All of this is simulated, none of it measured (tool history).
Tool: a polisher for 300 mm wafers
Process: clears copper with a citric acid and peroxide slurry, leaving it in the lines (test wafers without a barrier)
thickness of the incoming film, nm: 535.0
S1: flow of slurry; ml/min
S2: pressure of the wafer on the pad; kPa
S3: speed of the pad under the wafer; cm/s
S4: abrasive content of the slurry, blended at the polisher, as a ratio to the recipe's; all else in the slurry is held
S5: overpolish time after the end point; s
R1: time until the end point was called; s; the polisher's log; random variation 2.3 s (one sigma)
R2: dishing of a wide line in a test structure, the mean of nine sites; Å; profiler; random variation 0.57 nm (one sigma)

| run | day | S1 | S2 | S3 | S4 | S5 | R1 | R2 |
|---|---|---|---|---|---|---|---|---|
| 1 | 0 | 280 | 24.8 | 134 | 1 | 25 | 158.15 | 484.36 |
| 2 | 0.125 | 280 | 23.4 | 134 | 1 | 21 | 167.15 | 410.01 |
| 3 | 0.458 | 280 | 23.4 | 150 | 1 | 21 | 149.68 | 450.6 |
| 4 | 0.546 | 280 | 23.4 | 138 | 1 | 21 | 160.68 | 425.02 |
| 5 | 0.742 | 280 | 22.1 | 138 | 1 | 18 | 168.83 | 353.56 |
| 6 | 0.875 | 345 | 22.1 | 138 | 1 | 18 | 166.29 | 374.67 |
| 7 | 1.117 | 345 | 22.1 | 138 | 1 | 18 | 170.35 | 368.16 |
| 8 | 1.296 | 345 | 21.4 | 138 | 1 | 16 | 174.64 | 322.13 |
| 9 | 1.604 | 345 | 20.7 | 138 | 1 | 15 | 176.4 | 300.06 |
| 10 | 1.717 | 345 | 20.7 | 138 | 1 | 15 | 179.75 | 309.03 |
| 11 | 1.762 | 345 | 20 | 138 | 1 | 15 | 185.67 | 291.16 |
| 12 | 1.85 | 345 | 19.3 | 138 | 1 | 15 | 190.94 | 298.05 |
| 13 | 1.904 | 345 | 19.3 | 138 | 1 | 14 | 192.5 | 288.53 |
| 14 | 1.971 | 345 | 18.6 | 138 | 1 | 11 | 201.81 | 207.13 |

The next listed run, before its measurement:
| 15 | 2.129 | 355 | 18.6 | 138 | 1 | 12 | ? | ? |

Run 15 gave R1 197.56 s, R2 237.73 Å.
